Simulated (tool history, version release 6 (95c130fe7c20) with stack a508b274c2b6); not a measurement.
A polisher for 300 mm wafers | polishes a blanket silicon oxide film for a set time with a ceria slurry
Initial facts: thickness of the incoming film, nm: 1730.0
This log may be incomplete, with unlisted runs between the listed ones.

run	hour	flow of slurry (ml/min)	pressure of the wafer on the pad (psi)	speed of the pad under the wafer (m/s)	polishing time (s)	film removed (nm)
1	0.0	205	2.2	1.42	49	168.22
2	6.8	205	2.2	1.42	49	168.09
3	7.8	200	2.0	1.42	49	152.61
4	9.4	195	1.9	1.42	49	145.79
5	17.2	190	1.8	1.42	49	135.36
6	20.8	180	1.8	1.42	49	134.71

Estimate the outcome of run 7 from the log above:
7	26.7	170	1.8	1.42	49	?

{"run 7": {"film removed (nm)": 130.8}}

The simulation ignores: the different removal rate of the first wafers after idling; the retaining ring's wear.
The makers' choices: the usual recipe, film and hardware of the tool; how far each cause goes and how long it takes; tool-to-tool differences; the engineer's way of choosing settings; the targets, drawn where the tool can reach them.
